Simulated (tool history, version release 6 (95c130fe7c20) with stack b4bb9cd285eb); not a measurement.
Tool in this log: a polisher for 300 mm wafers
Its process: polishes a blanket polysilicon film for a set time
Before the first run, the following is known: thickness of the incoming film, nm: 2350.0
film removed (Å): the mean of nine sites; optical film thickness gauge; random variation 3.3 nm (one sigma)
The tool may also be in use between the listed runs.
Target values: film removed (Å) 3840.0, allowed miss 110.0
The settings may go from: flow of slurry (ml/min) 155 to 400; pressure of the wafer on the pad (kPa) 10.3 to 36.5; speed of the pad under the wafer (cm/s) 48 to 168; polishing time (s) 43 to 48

run,hour,flow of slurry (ml/min),pressure of the wafer on the pad (kPa),speed of the pad under the wafer (cm/s),polishing time (s),film removed (Å)
1,0.0,255,23.4,108,48,5904.3
2,8.5,255,21.4,108,48,5403.9
3,14.7,255,19.3,108,48,4885.4
4,18.2,255,19.3,108,43,4347.4
5,25.9,255,18.6,108,43,4146.8
6,34.1,255,24.1,108,43,5404.4
7,42.5,255,22.8,108,43,5165.1
8,51.0,255,21.4,108,43,4798.1
9,52.1,255,20.7,108,43,4631.3
10,59.1,245,15.9,108,43,3633.5
11,62.5,250,15.9,108,43,3570.8
12,64.9,255,15.9,108,43,3649.4

Exactly one of the 5 candidate moves below puts every result within its allowed miss. Which one?
A,67.3,235,17.9,82,45,?
B,67.3,270,12.4,130,43,?
C,67.3,235,18.6,88,47,?
D,67.3,205,16.5,88,48,?
E,67.3,270,18.6,106,43,?

move,film removed (Å)
A,3368.4
B,3326.6
C,3853.7
D,3473.0
E,4137.0
A: misses by more than the last run did
B: misses by more than the last run did
C: each result inside its tolerance
D: misses by more than the last run did
E: takes the result that was furthest off past its target
Go with C: it meets all targets.

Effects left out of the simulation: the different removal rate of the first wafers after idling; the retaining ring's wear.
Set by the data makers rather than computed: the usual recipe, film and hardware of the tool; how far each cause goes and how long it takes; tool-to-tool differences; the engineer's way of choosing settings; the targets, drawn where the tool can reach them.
